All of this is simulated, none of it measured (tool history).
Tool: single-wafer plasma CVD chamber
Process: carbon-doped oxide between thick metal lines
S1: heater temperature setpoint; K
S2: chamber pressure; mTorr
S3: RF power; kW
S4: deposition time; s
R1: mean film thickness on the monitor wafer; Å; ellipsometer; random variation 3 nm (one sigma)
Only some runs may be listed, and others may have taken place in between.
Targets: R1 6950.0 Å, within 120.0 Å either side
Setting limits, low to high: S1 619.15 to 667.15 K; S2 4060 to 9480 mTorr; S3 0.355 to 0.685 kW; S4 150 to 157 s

| run | day | S1 | S2 | S3 | S4 | R1 |
|---|---|---|---|---|---|---|
| 1 | 0.000 | 643.15 | 6770 | 0.520 | 157 | 8154.4 |
| 2 | 0.371 | 643.15 | 6770 | 0.520 | 157 | 8099.6 |
| 3 | 0.479 | 651.15 | 6770 | 0.520 | 157 | 8052.7 |
| 4 | 0.575 | 651.15 | 6770 | 0.520 | 157 | 7926.2 |
| 5 | 0.896 | 651.15 | 6770 | 0.575 | 157 | 8297.5 |
| 6 | 1.208 | 646.15 | 6770 | 0.575 | 157 | 8369.8 |
| 7 | 1.579 | 648.15 | 6510 | 0.510 | 155 | 7878.0 |
| 8 | 1.629 | 650.15 | 6400 | 0.470 | 154 | 7464.3 |

4 next moves are on the table. One of them brings every result within its allowed miss. Which?
| A | 1.679 | 651.15 | 5780 | 0.415 | 152 | ? |
| B | 1.679 | 636.15 | 5590 | 0.470 | 151 | ? |
| C | 1.679 | 637.15 | 5840 | 0.550 | 150 | ? |
| D | 1.679 | 642.15 | 6030 | 0.515 | 154 | ? |

| move | R1 |
|---|---|
| A | 6893.7 |
| B | 7402.2 |
| C | 7878.2 |
| D | 7812.9 |
A: hits every target within its allowed miss
B: an improvement on the last run, though not all results are within tolerance
C: its largest miss is bigger than the last run's
D: its largest miss is bigger than the last run's
Move A is the one to make.
